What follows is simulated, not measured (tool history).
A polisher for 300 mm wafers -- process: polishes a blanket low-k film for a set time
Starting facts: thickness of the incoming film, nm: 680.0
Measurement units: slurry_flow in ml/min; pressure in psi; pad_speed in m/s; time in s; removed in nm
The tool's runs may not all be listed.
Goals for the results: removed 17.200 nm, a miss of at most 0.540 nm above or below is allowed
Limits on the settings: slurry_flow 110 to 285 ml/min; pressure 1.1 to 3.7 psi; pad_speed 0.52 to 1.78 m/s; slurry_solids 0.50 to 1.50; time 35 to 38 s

{"run": 1, "day": 0.0, "slurry_flow": 180, "pressure": 2.4, "pad_speed": 1.14, "slurry_solids": 1.0, "time": 38, "removed": 22.986}
{"run": 2, "day": 0.262, "slurry_flow": 180, "pressure": 2.2, "pad_speed": 1.14, "slurry_solids": 1.0, "time": 38, "removed": 20.834}
{"run": 3, "day": 0.542, "slurry_flow": 175, "pressure": 2.1, "pad_speed": 1.14, "slurry_solids": 1.0, "time": 38, "removed": 20.081}
{"run": 4, "day": 0.6, "slurry_flow": 175, "pressure": 2.0, "pad_speed": 1.14, "slurry_solids": 1.0, "time": 38, "removed": 18.999}
{"run": 5, "day": 0.708, "slurry_flow": 175, "pressure": 1.6, "pad_speed": 1.14, "slurry_solids": 1.0, "time": 38, "removed": 15.414}
{"run": 6, "day": 0.867, "slurry_flow": 175, "pressure": 1.6, "pad_speed": 1.14, "slurry_solids": 1.0, "time": 38, "removed": 15.298}
{"run": 7, "day": 1.054, "slurry_flow": 180, "pressure": 1.7, "pad_speed": 1.14, "slurry_solids": 1.0, "time": 38, "removed": 16.347}
{"run": 8, "day": 1.142, "slurry_flow": 185, "pressure": 1.7, "pad_speed": 1.14, "slurry_solids": 1.0, "time": 38, "removed": 16.312}

Exercise: of the 4 proposed moves below, exactly one satisfies all targets within the stated allowed misses. Which move is it?
{"run": "A", "day": 1.229, "slurry_flow": 170, "pressure": 2.2, "pad_speed": 1.2, "slurry_solids": 0.85, "time": 35, "removed": "?"}
{"run": "B", "day": 1.229, "slurry_flow": 180, "pressure": 1.8, "pad_speed": 1.18, "slurry_solids": 1.0, "time": 37, "removed": "?"}
{"run": "C", "day": 1.229, "slurry_flow": 200, "pressure": 1.8, "pad_speed": 1.14, "slurry_solids": 1.1, "time": 38, "removed": "?"}
{"run": "D", "day": 1.229, "slurry_flow": 165, "pressure": 1.9, "pad_speed": 1.24, "slurry_solids": 0.9, "time": 38, "removed": "?"}

move=A removed=18.527
move=B removed=17.096
move=C removed=17.924
move=D removed=18.273
A: takes the biggest miss from the last run beyond its target
B: in spec on every target
C: takes the biggest miss from the last run beyond its target
D: takes the biggest miss from the last run beyond its target
So the answer is move B, the one that meets all the targets.
